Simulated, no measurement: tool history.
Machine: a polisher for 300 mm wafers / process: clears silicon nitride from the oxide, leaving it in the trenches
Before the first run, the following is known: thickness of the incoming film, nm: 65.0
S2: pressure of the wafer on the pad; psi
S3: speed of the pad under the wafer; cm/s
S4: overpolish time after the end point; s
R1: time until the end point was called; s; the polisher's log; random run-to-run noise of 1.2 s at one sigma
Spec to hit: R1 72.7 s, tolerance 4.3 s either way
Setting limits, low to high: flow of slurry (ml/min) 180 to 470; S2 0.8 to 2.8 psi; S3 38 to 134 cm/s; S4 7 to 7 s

run 1 hour=0 | flow_of_slurry_(ml/min)=300 S2=1.8 S3=86 S4=7 | R1=114.58
run 2 hour=3.6 | flow_of_slurry_(ml/min)=265 S2=1.8 S3=86 S4=7 | R1=112.99
run 3 hour=5.3 | flow_of_slurry_(ml/min)=265 S2=1.9 S3=86 S4=7 | R1=106.37
run 4 hour=11.6 | flow_of_slurry_(ml/min)=265 S2=1.9 S3=86 S4=7 | R1=106.27
run 5 hour=19.2 | flow_of_slurry_(ml/min)=265 S2=1.9 S3=72 S4=7 | R1=128.99
run 6 hour=23 | flow_of_slurry_(ml/min)=265 S2=2.1 S3=72 S4=7 | R1=116.65
run 7 hour=24.8 | flow_of_slurry_(ml/min)=265 S2=2.2 S3=74 S4=7 | R1=108.27
run 8 hour=33.2 | flow_of_slurry_(ml/min)=265 S2=2.3 S3=76 S4=7 | R1=101.66
run 9 hour=34.5 | flow_of_slurry_(ml/min)=265 S2=2.3 S3=78 S4=7 | R1=96.467
run 10 hour=40.3 | flow_of_slurry_(ml/min)=265 S2=2.6 S3=80 S4=7 | R1=86.692
run 11 hour=46.1 | flow_of_slurry_(ml/min)=265 S2=2.6 S3=82 S4=7 | R1=84.17

Which of these 5 next moves meets every target?
run A hour=51.9 | flow_of_slurry_(ml/min)=330 S2=2.8 S3=68 S4=7 | R1=?
run B hour=51.9 | flow_of_slurry_(ml/min)=290 S2=2.5 S3=68 S4=7 | R1=?
run C hour=51.9 | flow_of_slurry_(ml/min)=295 S2=2.4 S3=72 S4=7 | R1=?
run D hour=51.9 | flow_of_slurry_(ml/min)=335 S2=2.6 S3=94 S4=7 | R1=?
run E hour=51.9 | flow_of_slurry_(ml/min)=250 S2=2.4 S3=78 S4=7 | R1=?

move=A R1=90.333
move=B R1=102.19
move=C R1=100.48
move=D R1=70.914
move=E R1=94.733
A: further off than the last run
B: further off than the last run
C: further off than the last run
D: hits every target within its allowed miss
E: further off than the last run
Go with D: it meets all targets.
